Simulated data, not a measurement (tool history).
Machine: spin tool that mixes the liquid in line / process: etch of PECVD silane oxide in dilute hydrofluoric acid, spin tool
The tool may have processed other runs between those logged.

| run | day | temperature setpoint of the liquid (°C) | parts of water to one part of 49 % hydrofluoric acid (parts by volume) | time under the liquid (s) | thickness taken off the PECVD silane oxide on a monitor wafer (Å) |
|---|---|---|---|---|---|
| 1 | 0 | 25 | 125 | 150 | 327.52 |
| 2 | 0.042 | 25 | 125 | 165 | 367.53 |
| 3 | 0.392 | 25 | 125 | 150 | 326.36 |
| 4 | 0.492 | 25 | 155 | 150 | 256.56 |
| 5 | 0.708 | 26.5 | 145 | 150 | 290.79 |
| 6 | 0.917 | 26.5 | 145 | 165 | 326.14 |

Expected results for the next run?
| 7 | 1.233 | 30.5 | 125 | 165 | ? |

Run 7 gave thickness taken off the PECVD silane oxide on a monitor wafer (Å) 445.5.
